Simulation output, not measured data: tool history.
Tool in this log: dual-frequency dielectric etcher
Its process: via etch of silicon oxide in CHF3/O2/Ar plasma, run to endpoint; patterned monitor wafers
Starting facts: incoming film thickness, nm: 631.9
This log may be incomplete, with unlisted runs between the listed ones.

run	day	source power (W)	bias power (W)	endpoint time (s)
1	0	660	158	324.12
2	0.308	720	158	312.6
3	0.662	770	166	297.31
4	0.762	800	171	288.46
5	1.058	730	171	304.79
6	1.133	680	171	315.62
7	1.504	810	198	274.68

What will run 8 give?
8	1.629	830	199	?

endpoint time (s): 271.03
